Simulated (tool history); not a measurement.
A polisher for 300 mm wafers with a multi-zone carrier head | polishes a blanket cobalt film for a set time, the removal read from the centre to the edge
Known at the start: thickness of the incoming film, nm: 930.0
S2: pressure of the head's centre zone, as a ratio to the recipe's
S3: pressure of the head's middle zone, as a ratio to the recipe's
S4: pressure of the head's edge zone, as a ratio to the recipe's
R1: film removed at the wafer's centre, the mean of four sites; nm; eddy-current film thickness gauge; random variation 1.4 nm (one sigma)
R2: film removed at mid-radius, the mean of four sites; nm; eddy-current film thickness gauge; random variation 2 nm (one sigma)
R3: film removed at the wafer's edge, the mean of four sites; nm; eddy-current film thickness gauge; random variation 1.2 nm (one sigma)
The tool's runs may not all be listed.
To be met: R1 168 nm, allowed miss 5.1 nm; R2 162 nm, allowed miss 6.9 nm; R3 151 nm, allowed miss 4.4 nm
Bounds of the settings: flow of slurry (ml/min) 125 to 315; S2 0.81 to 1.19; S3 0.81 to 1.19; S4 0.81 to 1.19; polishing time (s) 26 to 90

{"run": 1, "day": 0.0, "flow of slurry (ml/min)": 205, "S2": 1, "S3": 1, "S4": 1, "polishing time (s)": 58, "R1": 223.79, "R2": 225.12, "R3": 222.16}
{"run": 2, "day": 0.133, "flow of slurry (ml/min)": 205, "S2": 1.05, "S3": 1, "S4": 1, "polishing time (s)": 58, "R1": 235.55, "R2": 221.71, "R3": 221.39}
{"run": 3, "day": 0.379, "flow of slurry (ml/min)": 205, "S2": 1.05, "S3": 1, "S4": 0.98, "polishing time (s)": 55, "R1": 222.3, "R2": 209.25, "R3": 208.1}
{"run": 4, "day": 0.575, "flow of slurry (ml/min)": 180, "S2": 1.05, "S3": 1, "S4": 0.98, "polishing time (s)": 55, "R1": 220.92, "R2": 212.6, "R3": 209.42}
{"run": 5, "day": 0.767, "flow of slurry (ml/min)": 180, "S2": 1.05, "S3": 1, "S4": 0.98, "polishing time (s)": 44, "R1": 174.04, "R2": 164.47, "R3": 166.39}
{"run": 6, "day": 0.862, "flow of slurry (ml/min)": 180, "S2": 1.05, "S3": 0.92, "S4": 0.98, "polishing time (s)": 44, "R1": 174.53, "R2": 154.49, "R3": 164.17}
{"run": 7, "day": 1.054, "flow of slurry (ml/min)": 180, "S2": 1.05, "S3": 0.93, "S4": 0.96, "polishing time (s)": 44, "R1": 173.14, "R2": 157.72, "R3": 163.5}
{"run": 8, "day": 1.188, "flow of slurry (ml/min)": 180, "S2": 1.05, "S3": 0.93, "S4": 0.94, "polishing time (s)": 44, "R1": 174.69, "R2": 158.11, "R3": 165.54}
{"run": 9, "day": 1.421, "flow of slurry (ml/min)": 180, "S2": 1.05, "S3": 0.93, "S4": 0.94, "polishing time (s)": 44, "R1": 175.06, "R2": 157.92, "R3": 164.63}
{"run": 10, "day": 1.462, "flow of slurry (ml/min)": 180, "S2": 1.05, "S3": 0.95, "S4": 0.93, "polishing time (s)": 43, "R1": 171.77, "R2": 158.75, "R3": 159.44}
{"run": 11, "day": 1.792, "flow of slurry (ml/min)": 180, "S2": 1.05, "S3": 0.95, "S4": 0.92, "polishing time (s)": 43, "R1": 171.3, "R2": 157.73, "R3": 158.9}
{"run": 12, "day": 2.125, "flow of slurry (ml/min)": 180, "S2": 1.05, "S3": 0.96, "S4": 0.91, "polishing time (s)": 43, "R1": 170.63, "R2": 157.78, "R3": 157.35}
{"run": 13, "day": 2.329, "flow of slurry (ml/min)": 180, "S2": 1.05, "S3": 0.97, "S4": 0.9, "polishing time (s)": 43, "R1": 167.96, "R2": 158.06, "R3": 155.12}
{"run": 14, "day": 2.625, "flow of slurry (ml/min)": 180, "S2": 1.05, "S3": 0.97, "S4": 0.9, "polishing time (s)": 43, "R1": 170.86, "R2": 159.99, "R3": 154.86}

Which of these 5 next moves meets every target?
{"run": "A", "day": 2.921, "flow of slurry (ml/min)": 195, "S2": 1.1, "S3": 1.04, "S4": 0.81, "polishing time (s)": 42, "R1": "?", "R2": "?", "R3": "?"}
{"run": "B", "day": 2.921, "flow of slurry (ml/min)": 210, "S2": 1.07, "S3": 0.99, "S4": 0.87, "polishing time (s)": 43, "R1": "?", "R2": "?", "R3": "?"}
{"run": "C", "day": 2.921, "flow of slurry (ml/min)": 240, "S2": 0.99, "S3": 0.93, "S4": 0.96, "polishing time (s)": 43, "R1": "?", "R2": "?", "R3": "?"}
{"run": "D", "day": 2.921, "flow of slurry (ml/min)": 170, "S2": 1.03, "S3": 0.99, "S4": 0.83, "polishing time (s)": 44, "R1": "?", "R2": "?", "R3": "?"}
{"run": "E", "day": 2.921, "flow of slurry (ml/min)": 125, "S2": 1.12, "S3": 0.99, "S4": 1, "polishing time (s)": 44, "R1": "?", "R2": "?", "R3": "?"}

move=A R1=176.3 R2=164.92 R3=146.86
move=B R1=177.29 R2=164.65 R3=156.34
move=C R1=166.7 R2=160.21 R3=165.62
move=D R1=169.32 R2=163.96 R3=153.51
move=E R1=174.7 R2=156.28 R3=161.69
A: brings the result that was furthest off to its target, and leaves another outside
B: further off than the last run
C: further off than the last run
D: meets every target
E: further off than the last run
The right move is D.
